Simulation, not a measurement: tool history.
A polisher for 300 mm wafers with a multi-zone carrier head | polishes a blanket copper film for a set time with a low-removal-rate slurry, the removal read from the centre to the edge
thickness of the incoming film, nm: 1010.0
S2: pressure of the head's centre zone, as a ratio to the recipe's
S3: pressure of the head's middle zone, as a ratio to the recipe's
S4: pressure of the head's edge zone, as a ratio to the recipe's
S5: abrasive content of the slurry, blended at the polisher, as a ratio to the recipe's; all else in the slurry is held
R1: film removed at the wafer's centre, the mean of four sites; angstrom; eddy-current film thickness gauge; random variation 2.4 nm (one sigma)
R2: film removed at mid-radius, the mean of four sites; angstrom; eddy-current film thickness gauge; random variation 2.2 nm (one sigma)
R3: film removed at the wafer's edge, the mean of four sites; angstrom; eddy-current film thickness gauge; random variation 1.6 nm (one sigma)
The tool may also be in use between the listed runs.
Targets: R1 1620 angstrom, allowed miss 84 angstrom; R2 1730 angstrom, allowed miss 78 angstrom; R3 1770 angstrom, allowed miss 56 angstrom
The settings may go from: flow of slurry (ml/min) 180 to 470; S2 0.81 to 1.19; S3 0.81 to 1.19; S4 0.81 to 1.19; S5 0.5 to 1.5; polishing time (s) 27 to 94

Run 1, hour 0: flow of slurry (ml/min) 300, S2 1, S3 1, S4 1, S5 1, polishing time (s) 60. Result: R1 1973.2 angstrom, R2 1883.4 angstrom, R3 1982 angstrom.
Run 2, hour 4.5: flow of slurry (ml/min) 300, S2 1, S3 1, S4 1, S5 1.1, polishing time (s) 60. Result: R1 2034.5 angstrom, R2 2013.6 angstrom, R3 1989.6 angstrom.
Run 3, hour 11.5: flow of slurry (ml/min) 300, S2 1, S3 1, S4 0.94, S5 1.1, polishing time (s) 60. Result: R1 2026.4 angstrom, R2 1984.1 angstrom, R3 1977.7 angstrom.
Run 4, hour 15.5: flow of slurry (ml/min) 300, S2 1, S3 0.97, S4 0.94, S5 1.1, polishing time (s) 60. Result: R1 2045.5 angstrom, R2 1978.2 angstrom, R3 1938.2 angstrom.
Run 5, hour 20.6: flow of slurry (ml/min) 360, S2 1, S3 0.97, S4 0.94, S5 1.1, polishing time (s) 60. Result: R1 2060 angstrom, R2 1950.1 angstrom, R3 1977.4 angstrom.
Run 6, hour 25.7: flow of slurry (ml/min) 360, S2 1, S3 0.97, S4 0.94, S5 1, polishing time (s) 60. Result: R1 1975 angstrom, R2 1933.3 angstrom, R3 1932.8 angstrom.
Run 7, hour 28: flow of slurry (ml/min) 360, S2 0.99, S3 0.96, S4 0.94, S5 0.95, polishing time (s) 60. Result: R1 2005.9 angstrom, R2 1854.9 angstrom, R3 1916.9 angstrom.
Run 8, hour 32.3: flow of slurry (ml/min) 360, S2 0.97, S3 0.97, S4 0.94, S5 0.9, polishing time (s) 60. Result: R1 1914.2 angstrom, R2 1860.9 angstrom, R3 1856.7 angstrom.

Which of these 5 next moves meets every target?
Run A, hour 36.6: flow of slurry (ml/min) 350, S2 0.87, S3 0.96, S4 1, S5 0.75, polishing time (s) 59. Result: R1 ?, R2 ?, R3 ?.
Run B, hour 36.6: flow of slurry (ml/min) 385, S2 0.88, S3 0.91, S4 1.18, S5 1, polishing time (s) 54. Result: R1 ?, R2 ?, R3 ?.
Run C, hour 36.6: flow of slurry (ml/min) 375, S2 1.19, S3 0.92, S4 0.87, S5 0.75, polishing time (s) 61. Result: R1 ?, R2 ?, R3 ?.
Run D, hour 36.6: flow of slurry (ml/min) 335, S2 0.84, S3 0.94, S4 1.19, S5 0.9, polishing time (s) 56. Result: R1 ?, R2 ?, R3 ?.
Run E, hour 36.6: flow of slurry (ml/min) 310, S2 1.01, S3 0.89, S4 0.89, S5 1.3, polishing time (s) 58. Result: R1 ?, R2 ?, R3 ?.

move      R1      R2      R3
   A  1654.2  1740.6  1817.2
   B  1674.3  1696.1  1958.5
   C  2146.6  1763.6    1784
   D  1615.7  1720.9  1962.8
   E  2099.1  1911.9  1991.6
A: meets every target
B: brings the result that was furthest off to its target, and leaves another outside
C: further off than the last run
D: brings the result that was furthest off to its target, and leaves another outside
E: further off than the last run
The right move is A.
